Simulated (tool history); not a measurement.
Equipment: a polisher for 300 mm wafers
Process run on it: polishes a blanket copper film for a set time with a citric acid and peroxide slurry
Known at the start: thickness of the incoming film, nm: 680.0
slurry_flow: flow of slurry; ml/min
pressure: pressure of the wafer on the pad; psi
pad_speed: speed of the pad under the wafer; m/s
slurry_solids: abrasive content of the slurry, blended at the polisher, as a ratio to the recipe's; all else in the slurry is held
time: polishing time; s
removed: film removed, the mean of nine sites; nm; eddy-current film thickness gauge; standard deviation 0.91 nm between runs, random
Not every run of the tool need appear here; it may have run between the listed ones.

run	hour	slurry_flow	pressure	pad_speed	slurry_solids	time	removed
1	0.0	195	2.1	0.80	1.0	87	89.127
2	3.9	195	2.1	0.62	1.0	87	70.607
3	9.9	195	2.1	0.62	0.9	87	69.412
4	12.3	195	2.2	0.62	0.9	87	72.198
5	16.3	200	2.3	0.62	0.9	87	75.896
# hour 23.7: head pressure recalibrated
6	23.7	205	2.4	0.62	0.9	87	86.521
7	25.6	200	2.4	0.62	0.9	87	85.982

Predict the results of run 8:
8	28.9	190	2.4	0.62	0.9	87	?

{"run 8": {"removed": 84.494}}
